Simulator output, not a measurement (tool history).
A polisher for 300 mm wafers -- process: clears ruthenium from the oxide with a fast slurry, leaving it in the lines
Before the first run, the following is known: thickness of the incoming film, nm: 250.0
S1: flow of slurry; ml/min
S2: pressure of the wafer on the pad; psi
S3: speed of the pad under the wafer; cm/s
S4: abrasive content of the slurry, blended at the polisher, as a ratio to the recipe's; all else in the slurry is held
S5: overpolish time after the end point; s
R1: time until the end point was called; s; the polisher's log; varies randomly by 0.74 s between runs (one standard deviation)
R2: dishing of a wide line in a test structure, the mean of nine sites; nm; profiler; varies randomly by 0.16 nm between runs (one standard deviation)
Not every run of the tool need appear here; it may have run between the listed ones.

{"run": 1, "hour": 0.0, "S1": 170, "S2": 2.5, "S3": 120, "S4": 1.0, "S5": 11, "R1": 48.34, "R2": 48.289}
{"run": 2, "hour": 7.3, "S1": 175, "S2": 2.3, "S3": 114, "S4": 1.0, "S5": 9, "R1": 50.998, "R2": 36.793}
{"run": 3, "hour": 10.5, "S1": 200, "S2": 1.9, "S3": 104, "S4": 1.15, "S5": 7, "R1": 60.533, "R2": 26.283}
{"run": 4, "hour": 11.6, "S1": 200, "S2": 1.9, "S3": 86, "S4": 1.15, "S5": 7, "R1": 66.08, "R2": 23.352}
{"hour": 13.7, "done": "slurry nozzle cleaned"}
{"run": 5, "hour": 13.7, "S1": 220, "S2": 1.9, "S3": 76, "S4": 1.25, "S5": 6, "R1": 68.832, "R2": 20.737}
{"run": 6, "hour": 19.7, "S1": 235, "S2": 1.9, "S3": 70, "S4": 1.3, "S5": 5, "R1": 68.653, "R2": 16.658}
{"run": 7, "hour": 25.4, "S1": 245, "S2": 2.0, "S3": 66, "S4": 1.35, "S5": 4, "R1": 67.249, "R2": 13.573}

Forecast run 8:
{"run": 8, "hour": 32.8, "S1": 250, "S2": 2.2, "S3": 66, "S4": 1.35, "S5": 4, "R1": "?", "R2": "?"}

Run 8 measured R1 64.095 s, R2 14.623 nm.
